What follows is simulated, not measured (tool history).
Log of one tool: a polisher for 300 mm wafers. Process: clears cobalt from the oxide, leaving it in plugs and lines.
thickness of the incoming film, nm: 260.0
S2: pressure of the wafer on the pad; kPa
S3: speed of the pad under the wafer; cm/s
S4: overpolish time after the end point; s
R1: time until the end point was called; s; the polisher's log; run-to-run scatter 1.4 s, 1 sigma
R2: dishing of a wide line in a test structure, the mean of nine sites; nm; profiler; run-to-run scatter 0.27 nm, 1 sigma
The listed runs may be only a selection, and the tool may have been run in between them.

run 1 day=0.000 | flow_of_slurry_(ml/min)=310 S2=10.3 S3=92 S4=30 | R1=84.567 R2=37.351
run 2 day=0.062 | flow_of_slurry_(ml/min)=295 S2=9.0 S3=88 S4=24 | R1=101.860 R2=32.429
run 3 day=0.308 | flow_of_slurry_(ml/min)=295 S2=6.9 S3=88 S4=24 | R1=132.900 R2=30.143
run 4 day=0.538 | flow_of_slurry_(ml/min)=265 S2=6.2 S3=86 S4=20 | R1=148.550 R2=23.860
run 5 day=0.754 | flow_of_slurry_(ml/min)=265 S2=6.2 S3=68 S4=20 | R1=186.290 R2=20.454
run 6 day=1.017 | flow_of_slurry_(ml/min)=245 S2=6.9 S3=66 S4=17 | R1=177.190 R2=18.949
run 7 day=1.150 | flow_of_slurry_(ml/min)=185 S2=9.0 S3=50 S4=9 | R1=182.140 R2=11.237
run 8 day=1.325 | flow_of_slurry_(ml/min)=210 S2=9.0 S3=50 S4=10 | R1=177.880 R2=12.064

What does the tool deliver on the next run?
run 9 day=1.679 | flow_of_slurry_(ml/min)=210 S2=9.0 S3=50 S4=10 | R1=? R2=?

Run 9 came out at R1 178.700 s, R2 12.280 nm.
